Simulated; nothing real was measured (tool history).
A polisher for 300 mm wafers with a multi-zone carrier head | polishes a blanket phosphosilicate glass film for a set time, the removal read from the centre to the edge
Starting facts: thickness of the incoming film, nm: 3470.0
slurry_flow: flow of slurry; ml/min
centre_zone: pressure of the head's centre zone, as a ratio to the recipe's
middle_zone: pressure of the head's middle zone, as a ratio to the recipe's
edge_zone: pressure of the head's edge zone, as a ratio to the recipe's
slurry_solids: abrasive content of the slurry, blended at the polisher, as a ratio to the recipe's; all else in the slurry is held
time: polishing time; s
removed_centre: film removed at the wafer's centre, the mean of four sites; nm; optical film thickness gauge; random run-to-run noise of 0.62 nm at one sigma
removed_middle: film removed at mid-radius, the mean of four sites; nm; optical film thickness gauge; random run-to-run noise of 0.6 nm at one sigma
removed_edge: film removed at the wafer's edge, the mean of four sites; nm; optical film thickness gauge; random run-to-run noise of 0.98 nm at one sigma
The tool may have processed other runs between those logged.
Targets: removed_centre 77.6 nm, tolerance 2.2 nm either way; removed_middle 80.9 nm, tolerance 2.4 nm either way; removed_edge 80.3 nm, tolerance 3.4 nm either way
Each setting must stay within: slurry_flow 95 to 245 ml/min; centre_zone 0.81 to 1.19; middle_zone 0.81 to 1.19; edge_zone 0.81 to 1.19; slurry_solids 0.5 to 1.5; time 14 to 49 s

run 1 hour=0 | slurry_flow=155 centre_zone=1 middle_zone=1 edge_zone=1 slurry_solids=1 time=31 | removed_centre=157.47 removed_middle=154.97 removed_edge=153.6
run 2 hour=0.8 | slurry_flow=155 centre_zone=1 middle_zone=0.92 edge_zone=1 slurry_solids=1 time=31 | removed_centre=160.46 removed_middle=144.13 removed_edge=155.94
run 3 hour=3.5 | slurry_flow=155 centre_zone=1 middle_zone=1 edge_zone=1 slurry_solids=1 time=31 | removed_centre=156.36 removed_middle=153.75 removed_edge=154.68
run 4 hour=7 | slurry_flow=150 centre_zone=0.97 middle_zone=0.99 edge_zone=0.97 slurry_solids=0.9 time=29 | removed_centre=137.99 removed_middle=136.46 removed_edge=136.24
run 5 hour=11.2 | slurry_flow=140 centre_zone=0.94 middle_zone=0.98 edge_zone=0.95 slurry_solids=0.8 time=27 | removed_centre=113.42 removed_middle=116.72 removed_edge=117.47
run 6 hour=16.1 | slurry_flow=140 centre_zone=0.94 middle_zone=1.05 edge_zone=0.95 slurry_solids=0.8 time=27 | removed_centre=114.92 removed_middle=124.52 removed_edge=118.91
run 7 hour=19.8 | slurry_flow=135 centre_zone=0.93 middle_zone=1.03 edge_zone=0.92 slurry_solids=0.75 time=26 | removed_centre=103.56 removed_middle=113.89 removed_edge=106.89
run 8 hour=21.9 | slurry_flow=135 centre_zone=0.93 middle_zone=1.03 edge_zone=0.92 slurry_solids=0.75 time=26 | removed_centre=104.22 removed_middle=111.04 removed_edge=106.43
run 9 hour=22.8 | slurry_flow=130 centre_zone=0.92 middle_zone=1.01 edge_zone=0.9 slurry_solids=0.7 time=26 | removed_centre=98.441 removed_middle=106.81 removed_edge=101.93
run 10 hour=31.4 | slurry_flow=125 centre_zone=0.91 middle_zone=0.99 edge_zone=0.88 slurry_solids=0.65 time=26 | removed_centre=93.693 removed_middle=100.29 removed_edge=94.695
run 11 hour=33.9 | slurry_flow=120 centre_zone=0.89 middle_zone=0.96 edge_zone=0.87 slurry_solids=0.65 time=26 | removed_centre=88.855 removed_middle=97.158 removed_edge=97.896
run 12 hour=36.9 | slurry_flow=120 centre_zone=0.89 middle_zone=0.96 edge_zone=0.87 slurry_solids=0.65 time=26 | removed_centre=90.285 removed_middle=96.033 removed_edge=95.667
run 13 hour=38.8 | slurry_flow=120 centre_zone=0.89 middle_zone=0.95 edge_zone=0.86 slurry_solids=0.6 time=26 | removed_centre=85.259 removed_middle=91.133 removed_edge=88.333
run 14 hour=42.6 | slurry_flow=120 centre_zone=0.88 middle_zone=0.93 edge_zone=0.85 slurry_solids=0.6 time=26 | removed_centre=84.067 removed_middle=89.124 removed_edge=89.046
run 15 hour=49.7 | slurry_flow=110 centre_zone=0.89 middle_zone=0.92 edge_zone=0.81 slurry_solids=0.5 time=25 | removed_centre=72.046 removed_middle=74.972 removed_edge=74.979
run 16 hour=52.5 | slurry_flow=120 centre_zone=0.89 middle_zone=0.92 edge_zone=0.82 slurry_solids=0.5 time=25 | removed_centre=74.187 removed_middle=76.618 removed_edge=75.391
run 17 hour=55.6 | slurry_flow=125 centre_zone=0.89 middle_zone=0.92 edge_zone=0.83 slurry_solids=0.5 time=25 | removed_centre=74.543 removed_middle=76.353 removed_edge=74.425
run 18 hour=64.4 | slurry_flow=120 centre_zone=0.89 middle_zone=0.93 edge_zone=0.85 slurry_solids=0.5 time=25 | removed_centre=73.248 removed_middle=77.445 removed_edge=78.337

Exercise: of the 4 proposed moves below, exactly one satisfies all targets within the stated allowed misses. Which move is it?
run A hour=73.2 | slurry_flow=115 centre_zone=0.94 middle_zone=0.91 edge_zone=0.81 slurry_solids=0.65 time=21 | removed_centre=? removed_middle=? removed_edge=?
run B hour=73.2 | slurry_flow=105 centre_zone=0.82 middle_zone=0.94 edge_zone=0.87 slurry_solids=0.5 time=25 | removed_centre=? removed_middle=? removed_edge=?
run C hour=73.2 | slurry_flow=95 centre_zone=0.86 middle_zone=0.94 edge_zone=0.92 slurry_solids=0.6 time=23 | removed_centre=? removed_middle=? removed_edge=?
run D hour=73.2 | slurry_flow=130 centre_zone=0.89 middle_zone=0.94 edge_zone=0.86 slurry_solids=0.5 time=26 | removed_centre=? removed_middle=? removed_edge=?

move=A removed_centre=76.051 removed_middle=73.897 removed_edge=74.93
move=B removed_centre=65.766 removed_middle=75.451 removed_edge=77.115
move=C removed_centre=69.775 removed_middle=76.485 removed_edge=80.549
move=D removed_centre=77.481 removed_middle=81.381 removed_edge=81.889
A: meets the target for the result that was furthest off, but another lies outside its allowed miss
B: the biggest miss grows against the last run
C: the biggest miss grows against the last run
D: every result within its allowed miss
The right move is D.
